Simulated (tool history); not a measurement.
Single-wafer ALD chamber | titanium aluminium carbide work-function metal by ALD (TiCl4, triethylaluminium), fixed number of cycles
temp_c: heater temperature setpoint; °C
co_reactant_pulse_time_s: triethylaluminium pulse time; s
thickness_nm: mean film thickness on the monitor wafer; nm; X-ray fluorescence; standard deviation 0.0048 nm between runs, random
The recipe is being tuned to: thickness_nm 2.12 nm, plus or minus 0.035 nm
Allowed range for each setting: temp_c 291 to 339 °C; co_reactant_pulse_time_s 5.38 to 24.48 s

Run 1, day 0: temp_c 315 °C, co_reactant_pulse_time_s 14.93 s. Result: thickness_nm 2.2976 nm.
Run 2, day 0.342: temp_c 315 °C, co_reactant_pulse_time_s 13.41 s. Result: thickness_nm 2.2873 nm.
Run 3, day 0.538: temp_c 315 °C, co_reactant_pulse_time_s 11.08 s. Result: thickness_nm 2.2542 nm.
Run 4, day 0.575: temp_c 312 °C, co_reactant_pulse_time_s 10.69 s. Result: thickness_nm 2.22 nm.
Run 5, day 0.917: temp_c 316 °C, co_reactant_pulse_time_s 10.69 s. Result: thickness_nm 2.2582 nm.
Run 6, day 1.067: temp_c 316 °C, co_reactant_pulse_time_s 14.33 s. Result: thickness_nm 2.2958 nm.
Run 7, day 1.333: temp_c 312 °C, co_reactant_pulse_time_s 13.8 s. Result: thickness_nm 2.2628 nm.
Run 8, day 1.604: temp_c 309 °C, co_reactant_pulse_time_s 13.26 s. Result: thickness_nm 2.223 nm.
Run 9, day 1.896: temp_c 307 °C, co_reactant_pulse_time_s 12.96 s. Result: thickness_nm 2.1904 nm.
Run 10, day 2.204: temp_c 306 °C, co_reactant_pulse_time_s 12.8 s. Result: thickness_nm 2.1865 nm.
Run 11, day 2.275: temp_c 297 °C, co_reactant_pulse_time_s 12.06 s. Result: thickness_nm 2.0776 nm.

Which single option among these 4 for the next run brings every result within its allowed miss of target? Just one does.
Run A, day 2.346: temp_c 298 °C, co_reactant_pulse_time_s 15.9 s. Result: thickness_nm ?.
Run B, day 2.346: temp_c 292 °C, co_reactant_pulse_time_s 11.81 s. Result: thickness_nm ?.
Run C, day 2.346: temp_c 299 °C, co_reactant_pulse_time_s 9.89 s. Result: thickness_nm ?.
Run D, day 2.346: temp_c 300 °C, co_reactant_pulse_time_s 8.87 s. Result: thickness_nm ?.

move  thickness_nm
   A         2.117
   B        2.0273
   C        2.0677
   D        2.0494
A: all results in spec
B: its largest miss is bigger than the last run's
C: its largest miss is bigger than the last run's
D: its largest miss is bigger than the last run's
Go with A: it meets all targets.
